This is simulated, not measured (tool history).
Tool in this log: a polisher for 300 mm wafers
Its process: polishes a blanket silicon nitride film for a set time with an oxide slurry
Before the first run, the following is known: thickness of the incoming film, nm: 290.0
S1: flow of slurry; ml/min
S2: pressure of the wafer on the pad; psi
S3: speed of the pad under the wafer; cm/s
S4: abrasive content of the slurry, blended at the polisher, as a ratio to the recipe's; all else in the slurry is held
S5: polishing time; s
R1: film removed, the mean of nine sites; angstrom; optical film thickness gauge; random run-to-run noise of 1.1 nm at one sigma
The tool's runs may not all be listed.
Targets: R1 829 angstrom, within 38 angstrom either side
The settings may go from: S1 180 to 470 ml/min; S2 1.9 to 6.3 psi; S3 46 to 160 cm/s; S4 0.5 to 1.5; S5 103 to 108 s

| run | hour | S1 | S2 | S3 | S4 | S5 | R1 |
|---|---|---|---|---|---|---|---|
| 1 | 0 | 300 | 4.1 | 102 | 1 | 103 | 661.26 |
| 2 | 7.8 | 300 | 4.4 | 102 | 1 | 103 | 705.42 |
| 3 | 13 | 300 | 3.4 | 102 | 1 | 103 | 533.48 |
| 4 | 16.8 | 300 | 3.4 | 92 | 1 | 103 | 512.66 |
| 5 | 22.2 | 300 | 2.9 | 92 | 1 | 103 | 436.75 |
| 6 | 28.1 | 300 | 3.6 | 94 | 1 | 103 | 545.3 |
| 7 | 33.7 | 300 | 4.1 | 96 | 1 | 103 | 625.65 |
| 8 | 37.8 | 300 | 4.4 | 96 | 1 | 103 | 677.9 |
| 9 | 46.7 | 300 | 4.6 | 96 | 1 | 103 | 708.82 |
| 10 | 49.7 | 300 | 4.8 | 96 | 1 | 103 | 734.51 |

Pick the move, out of 5, that brings all results within their allowed miss; only one does.
| A | 52.7 | 250 | 5.8 | 76 | 1 | 105 | ? |
| B | 52.7 | 355 | 3.5 | 108 | 1.25 | 108 | ? |
| C | 52.7 | 270 | 4.9 | 102 | 1.05 | 108 | ? |
| D | 52.7 | 315 | 4.5 | 100 | 1.05 | 103 | ? |
| E | 52.7 | 330 | 4.3 | 78 | 1.25 | 103 | ? |

| move | R1 |
|---|---|
| A | 752.27 |
| B | 663.67 |
| C | 804.96 |
| D | 709.54 |
| E | 631.21 |
A: nearer the targets than the last run, but a result is still out of spec
B: the biggest miss grows against the last run
C: every result within its allowed miss
D: the biggest miss grows against the last run
E: the biggest miss grows against the last run
C is the move that brings every result within its allowed miss.

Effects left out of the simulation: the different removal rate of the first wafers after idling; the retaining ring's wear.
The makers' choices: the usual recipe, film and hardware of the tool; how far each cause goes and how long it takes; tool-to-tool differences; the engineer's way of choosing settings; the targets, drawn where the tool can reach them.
